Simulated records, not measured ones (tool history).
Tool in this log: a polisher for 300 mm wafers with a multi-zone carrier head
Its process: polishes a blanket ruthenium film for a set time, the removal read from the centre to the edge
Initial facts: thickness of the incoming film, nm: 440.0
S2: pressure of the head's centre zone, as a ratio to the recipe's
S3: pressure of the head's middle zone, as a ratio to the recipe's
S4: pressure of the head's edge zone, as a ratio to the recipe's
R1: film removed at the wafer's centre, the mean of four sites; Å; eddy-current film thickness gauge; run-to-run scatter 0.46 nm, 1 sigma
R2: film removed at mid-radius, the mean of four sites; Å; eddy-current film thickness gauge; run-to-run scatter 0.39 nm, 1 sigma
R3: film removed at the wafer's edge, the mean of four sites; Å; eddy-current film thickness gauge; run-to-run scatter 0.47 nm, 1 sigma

{"run": 1, "hour": 0.0, "flow of slurry (ml/min)": 240, "S2": 1, "S3": 1, "S4": 1, "polishing time (s)": 88, "R1": 623.74, "R2": 685.27, "R3": 615.57}
{"run": 2, "hour": 7.6, "flow of slurry (ml/min)": 215, "S2": 1.02, "S3": 0.94, "S4": 0.96, "polishing time (s)": 73, "R1": 534.01, "R2": 519.85, "R3": 515.43}
{"run": 3, "hour": 9.1, "flow of slurry (ml/min)": 195, "S2": 1.03, "S3": 0.94, "S4": 0.91, "polishing time (s)": 63, "R1": 437.63, "R2": 452.6, "R3": 420.42}
{"run": 4, "hour": 15.9, "flow of slurry (ml/min)": 195, "S2": 1.06, "S3": 0.91, "S4": 0.89, "polishing time (s)": 57, "R1": 421.02, "R2": 393.63, "R3": 373.27}
{"run": 5, "hour": 24.1, "flow of slurry (ml/min)": 195, "S2": 1.11, "S3": 0.91, "S4": 0.89, "polishing time (s)": 57, "R1": 436.07, "R2": 383.9, "R3": 369.13}
{"run": 6, "hour": 27.8, "flow of slurry (ml/min)": 195, "S2": 1.11, "S3": 0.91, "S4": 0.82, "polishing time (s)": 57, "R1": 439.4, "R2": 397.76, "R3": 369.62}
{"run": 7, "hour": 36.3, "flow of slurry (ml/min)": 195, "S2": 1.11, "S3": 0.91, "S4": 0.82, "polishing time (s)": 57, "R1": 429.67, "R2": 401.33, "R3": 358.6}
{"run": 8, "hour": 38.1, "flow of slurry (ml/min)": 185, "S2": 1.1, "S3": 0.88, "S4": 0.83, "polishing time (s)": 55, "R1": 418.46, "R2": 363.99, "R3": 349.63}

Expected results for the next run?
{"run": 9, "hour": 39.5, "flow of slurry (ml/min)": 180, "S2": 1.05, "S3": 0.85, "S4": 0.82, "polishing time (s)": 47, "R1": "?", "R2": "?", "R3": "?"}

{"run 9": {"R1": 337.79, "R2": 307.49, "R3": 300.19}}

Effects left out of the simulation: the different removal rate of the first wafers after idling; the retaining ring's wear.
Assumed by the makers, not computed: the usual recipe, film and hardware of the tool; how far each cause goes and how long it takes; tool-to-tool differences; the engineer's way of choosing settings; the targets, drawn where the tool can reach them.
